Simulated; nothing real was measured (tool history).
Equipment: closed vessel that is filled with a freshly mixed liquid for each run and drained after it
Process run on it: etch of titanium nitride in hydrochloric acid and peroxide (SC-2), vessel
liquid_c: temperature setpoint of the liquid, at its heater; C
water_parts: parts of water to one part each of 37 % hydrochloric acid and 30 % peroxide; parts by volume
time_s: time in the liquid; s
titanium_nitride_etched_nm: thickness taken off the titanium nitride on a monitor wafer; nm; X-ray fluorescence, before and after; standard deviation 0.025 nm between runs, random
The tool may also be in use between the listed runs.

run,hour,liquid_c,water_parts,time_s,titanium_nitride_etched_nm
1,0,58,6.5,110,7.2756
2,1.1,58,5,110,8.7768
3,7.2,56.5,5,110,8.0975
4,16.1,56.5,4,110,9.3568
5,19.2,55,4,110,8.4671
6,23.4,55,4,110,8.4067
7,28.7,53.5,4,110,7.7164
8,31.3,53.5,4,110,7.7674
9,36.1,52.5,4,110,7.1489
10,41,51.5,4,110,6.7238
11,45.4,50.5,4,110,6.4091
12,52.5,50.5,4,110,6.2906

Run 13 comes next. What will it give?
13,59.8,49.5,4,110,?

Run 13 gave titanium_nitride_etched_nm 5.9824 nm.
